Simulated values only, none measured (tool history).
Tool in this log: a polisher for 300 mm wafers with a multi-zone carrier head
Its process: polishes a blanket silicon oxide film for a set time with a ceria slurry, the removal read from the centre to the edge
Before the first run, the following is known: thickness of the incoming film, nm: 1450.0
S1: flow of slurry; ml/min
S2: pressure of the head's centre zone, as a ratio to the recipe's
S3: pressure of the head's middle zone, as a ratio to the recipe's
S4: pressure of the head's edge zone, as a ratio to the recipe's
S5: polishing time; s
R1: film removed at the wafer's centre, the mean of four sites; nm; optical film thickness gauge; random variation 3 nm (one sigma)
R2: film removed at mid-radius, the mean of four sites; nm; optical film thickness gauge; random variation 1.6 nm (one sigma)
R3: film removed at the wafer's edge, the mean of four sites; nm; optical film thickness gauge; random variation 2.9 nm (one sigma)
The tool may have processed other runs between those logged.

| run | day | S1 | S2 | S3 | S4 | S5 | R1 | R2 | R3 |
|---|---|---|---|---|---|---|---|---|---|
| 1 | 0 | 290 | 1 | 1 | 1 | 47 | 268.81 | 260.26 | 264.65 |
| 2 | 0.262 | 355 | 1 | 1 | 1 | 47 | 268.41 | 270.38 | 270.7 |
| 3 | 0.496 | 355 | 0.96 | 1 | 1 | 47 | 254.87 | 267.22 | 274.14 |
| 4 | 0.858 | 345 | 0.95 | 0.98 | 0.95 | 44 | 238.35 | 251.73 | 246.29 |
| 5 | 1.158 | 345 | 0.95 | 0.98 | 0.95 | 49 | 272.41 | 278.6 | 278.27 |
| 6 | 1.471 | 345 | 1 | 0.98 | 0.95 | 49 | 272.43 | 277.82 | 272.87 |
| 7 | 1.592 | 350 | 0.98 | 0.94 | 0.92 | 45 | 251.88 | 246.53 | 244.32 |
| 8 | 1.708 | 355 | 0.94 | 0.92 | 0.9 | 43 | 229.23 | 237.29 | 230.26 |
| 9 | 2.079 | 345 | 0.92 | 0.88 | 0.89 | 42 | 218.86 | 222.71 | 228.98 |

What does the tool deliver on the next run?
| 10 | 2.433 | 340 | 0.92 | 0.87 | 0.87 | 41 | ? | ? | ? |

R1: 212.51 nm
R2: 217.38 nm
R3: 215.91 nm
